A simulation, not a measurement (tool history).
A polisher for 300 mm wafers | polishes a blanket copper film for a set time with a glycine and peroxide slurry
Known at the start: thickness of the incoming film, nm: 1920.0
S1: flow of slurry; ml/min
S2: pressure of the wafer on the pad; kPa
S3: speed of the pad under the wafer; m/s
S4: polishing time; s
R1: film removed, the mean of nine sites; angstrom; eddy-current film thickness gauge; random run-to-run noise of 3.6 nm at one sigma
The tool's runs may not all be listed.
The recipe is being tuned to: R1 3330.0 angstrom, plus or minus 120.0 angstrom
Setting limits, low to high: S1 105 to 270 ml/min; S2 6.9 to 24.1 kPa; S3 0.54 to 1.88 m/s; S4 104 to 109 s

run,day,S1,S2,S3,S4,R1
1,0.000,175,15.2,1.20,104,6039.1
2,0.221,175,15.2,1.20,104,6133.8
3,0.454,170,13.1,1.14,104,5226.8
4,0.529,165,11.0,1.08,104,4381.4
5,0.746,165,11.0,1.08,109,4609.3
6,1.092,165,11.0,1.08,109,4568.9
7,1.208,160,9.7,1.06,109,4079.4
8,1.550,155,9.0,1.06,109,3827.7
9,1.617,135,6.9,1.06,109,3192.4
10,1.675,140,6.9,1.06,109,3130.7
11,1.921,140,8.3,1.06,109,3580.7
12,2.167,135,8.3,1.06,109,3549.6
13,2.392,130,8.3,1.06,109,3577.7

Which single option among these 5 for the next run brings every result within its allowed miss of target? Just one does.
A,2.617,150,9.7,0.98,107,?
B,2.617,120,11.7,0.82,109,?
C,2.617,170,8.3,1.20,109,?
D,2.617,105,10.3,1.04,107,?
E,2.617,140,8.3,1.00,104,?

move,R1
A,3834.1
B,3872.7
C,4066.4
D,3995.6
E,3366.4
A: misses by more than the last run did
B: misses by more than the last run did
C: misses by more than the last run did
D: misses by more than the last run did
E: each result inside its tolerance
E is the move that brings every result within its allowed miss.
